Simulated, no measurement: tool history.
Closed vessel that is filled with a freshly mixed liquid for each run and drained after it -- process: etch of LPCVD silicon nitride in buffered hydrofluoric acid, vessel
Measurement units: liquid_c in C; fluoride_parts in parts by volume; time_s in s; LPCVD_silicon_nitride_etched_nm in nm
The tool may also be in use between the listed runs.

run	hour	liquid_c	fluoride_parts	time_s	LPCVD_silicon_nitride_etched_nm
1	0	21	12.5	650	7.0558
2	6.1	21	15	650	5.9198
3	10.4	23	15	650	6.583
4	12.9	23	18.5	650	5.3482
5	17.3	23	17	650	5.851
6	20.8	23	20	650	4.9911
7	25	24.5	18.5	650	5.854
8	32.6	25.5	17.5	650	6.5346
9	34.4	25.5	17.5	650	6.574
10	43.3	25.5	17.5	650	6.5243

What does the tool deliver on the next run?
11	51.3	26.5	17	650	?

LPCVD_silicon_nitride_etched_nm: 7.1428 nm
